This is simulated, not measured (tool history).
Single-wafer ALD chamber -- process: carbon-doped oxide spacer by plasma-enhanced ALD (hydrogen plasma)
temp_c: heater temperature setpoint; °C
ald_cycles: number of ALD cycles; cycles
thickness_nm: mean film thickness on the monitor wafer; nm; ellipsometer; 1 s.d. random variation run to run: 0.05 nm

run	hour	temp_c	ald_cycles	thickness_nm
1	0.0	385	328	16.091
2	8.1	385	318	15.358
3	9.0	385	281	13.632
4	14.0	385	277	13.499
5	19.6	385	273	13.241
6	25.9	385	312	15.123
7	28.5	385	312	15.054
8	34.8	385	305	14.925

Run 9, settings as shown, results not yet in. Your forecast:
9	37.3	385	298	?

{"run 9": {"thickness_nm": 14.467}}

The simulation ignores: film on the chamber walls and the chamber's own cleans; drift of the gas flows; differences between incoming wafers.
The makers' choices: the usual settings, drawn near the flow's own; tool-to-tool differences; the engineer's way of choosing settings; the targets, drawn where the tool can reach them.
